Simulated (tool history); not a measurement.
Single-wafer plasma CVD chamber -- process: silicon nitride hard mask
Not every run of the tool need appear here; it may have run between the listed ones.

| run | day | heater temperature setpoint (deg C) | chamber pressure (mTorr) | RF power (W) | deposition time (s) | mean film thickness on the monitor wafer (angstrom) |
|---|---|---|---|---|---|---|
| 1 | 0 | 395 | 1910 | 400 | 26.2 | 398.85 |
| 2 | 0.329 | 395 | 1910 | 400 | 27 | 408.72 |
| 3 | 0.592 | 395 | 1990 | 400 | 27 | 417.7 |
| 4 | 0.879 | 395 | 2020 | 400 | 27 | 416.08 |
| 5 | 0.979 | 395 | 2020 | 400 | 27 | 415.77 |
| 6 | 1.254 | 395 | 2020 | 440 | 27 | 452.1 |
| 7 | 1.467 | 395 | 1900 | 440 | 27 | 441.93 |
| 8 | 1.842 | 395 | 1830 | 440 | 27 | 437.32 |
| 9 | 1.979 | 395 | 1780 | 440 | 27 | 434.48 |

Predict the results of run 10:
| 10 | 2.154 | 395 | 1740 | 440 | 27 | ? |

Run 10 yielded mean film thickness on the monitor wafer (angstrom) 434.05.
